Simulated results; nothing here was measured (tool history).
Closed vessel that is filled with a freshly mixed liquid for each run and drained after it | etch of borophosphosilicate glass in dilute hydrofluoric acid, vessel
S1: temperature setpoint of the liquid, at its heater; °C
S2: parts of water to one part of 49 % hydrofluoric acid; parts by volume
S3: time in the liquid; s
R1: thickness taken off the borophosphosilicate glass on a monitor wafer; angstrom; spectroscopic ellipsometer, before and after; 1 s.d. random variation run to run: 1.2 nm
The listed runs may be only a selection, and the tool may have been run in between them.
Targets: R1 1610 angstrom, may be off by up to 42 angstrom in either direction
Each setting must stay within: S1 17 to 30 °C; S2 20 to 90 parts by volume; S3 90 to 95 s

{"run": 1, "hour": 0.0, "S1": 22, "S2": 50, "S3": 90, "R1": 893.09}
{"run": 2, "hour": 1.0, "S1": 18.5, "S2": 50, "S3": 90, "R1": 765.15}
{"run": 3, "hour": 5.1, "S1": 18.5, "S2": 50, "S3": 95, "R1": 805.24}
{"run": 4, "hour": 12.8, "S1": 18.5, "S2": 65, "S3": 95, "R1": 609.68}
{"run": 5, "hour": 15.3, "S1": 21, "S2": 60, "S3": 95, "R1": 744.53}
{"run": 6, "hour": 16.9, "S1": 23, "S2": 55, "S3": 95, "R1": 897}
{"run": 7, "hour": 22.2, "S1": 24.5, "S2": 50, "S3": 95, "R1": 1042.9}
{"run": 8, "hour": 27.0, "S1": 25.5, "S2": 50, "S3": 95, "R1": 1080.1}
{"run": 9, "hour": 28.4, "S1": 25.5, "S2": 50, "S3": 95, "R1": 1105}
{"run": 10, "hour": 32.9, "S1": 26.5, "S2": 50, "S3": 95, "R1": 1133.2}
{"run": 11, "hour": 40.1, "S1": 27, "S2": 50, "S3": 95, "R1": 1157.3}
{"run": 12, "hour": 46.7, "S1": 30, "S2": 40, "S3": 95, "R1": 1675.3}

4 next moves are on the table. One of them brings every result within its allowed miss. Which?
{"run": "A", "hour": 53.3, "S1": 27, "S2": 35, "S3": 90, "R1": "?"}
{"run": "B", "hour": 53.3, "S1": 27, "S2": 35, "S3": 95, "R1": "?"}
{"run": "C", "hour": 53.3, "S1": 28.5, "S2": 40, "S3": 90, "R1": "?"}
{"run": "D", "hour": 53.3, "S1": 29.5, "S2": 40, "S3": 90, "R1": "?"}

move=A R1=1612.8
move=B R1=1702.4
move=C R1=1490.1
move=D R1=1551
A: meets every target
B: misses by more than the last run did
C: takes the result that was furthest off past its target
D: takes the result that was furthest off past its target
Go with A: it meets all targets.
